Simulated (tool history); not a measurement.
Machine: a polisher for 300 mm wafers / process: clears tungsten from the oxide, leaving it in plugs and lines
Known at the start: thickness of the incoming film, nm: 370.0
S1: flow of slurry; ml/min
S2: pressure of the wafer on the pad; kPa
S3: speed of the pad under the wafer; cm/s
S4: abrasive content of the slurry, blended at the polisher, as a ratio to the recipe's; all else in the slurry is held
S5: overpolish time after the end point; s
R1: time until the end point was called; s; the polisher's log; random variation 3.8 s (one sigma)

run	hour	S1	S2	S3	S4	S5	R1
1	0.0	285	19.3	128	1.0	22	98.458
2	6.4	285	16.5	116	1.0	22	122.790
3	13.2	285	16.5	96	1.0	22	146.400
4	19.4	285	16.5	110	1.0	22	129.980
5	21.9	285	14.5	102	1.0	22	164.120
6	24.8	285	13.1	102	1.0	22	171.880
7	26.5	285	11.7	98	1.0	22	202.450

For run 8, what comes out?
8	27.4	285	11.0	98	1.0	22	?

R1: 210.130 s

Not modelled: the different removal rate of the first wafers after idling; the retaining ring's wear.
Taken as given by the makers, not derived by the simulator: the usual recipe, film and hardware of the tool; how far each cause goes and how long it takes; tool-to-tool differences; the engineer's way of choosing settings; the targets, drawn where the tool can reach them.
